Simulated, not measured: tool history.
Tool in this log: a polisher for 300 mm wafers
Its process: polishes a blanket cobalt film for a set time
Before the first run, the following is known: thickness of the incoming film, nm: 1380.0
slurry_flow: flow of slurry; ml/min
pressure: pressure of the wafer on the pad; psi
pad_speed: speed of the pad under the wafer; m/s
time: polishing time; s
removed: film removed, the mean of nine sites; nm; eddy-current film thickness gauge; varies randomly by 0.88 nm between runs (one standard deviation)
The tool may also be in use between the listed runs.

run	hour	slurry_flow	pressure	pad_speed	time	removed
1	0	165	1.6	1.02	43	178.27
2	5.3	145	1.6	1.02	43	177.12
3	6.8	170	1.6	1.02	43	180.24
4	8.8	190	1.6	1.02	43	181.38
5	12.5	190	1.4	1.02	43	160.8
6	19.4	190	1.6	1.02	43	185.28
7	22.4	175	1.4	1.02	43	159.93
# hour 29.3: worn pad replaced by a new one
8	29.3	170	1.3	1.02	43	162.29
9	37.9	170	1.3	1.02	43	163.37
10	43	170	1.1	0.98	43	133.7
11	50.9	170	1	0.98	43	120.83
12	59.1	170	0.9	0.98	43	111.05
13	66.7	170	1	0.98	43	122.4
14	68.7	170	0.9	0.98	43	110.6
15	77.3	170	1	0.98	43	122.4
16	85.3	145	0.9	0.98	43	108.43
17	86.6	145	0.9	0.98	43	107.99
18	93.3	145	0.9	0.98	43	107.85

Run 19 is up next; what results do you expect?
19	95.6	155	0.9	0.98	43	?

Run 19 yielded removed 109.37 nm.
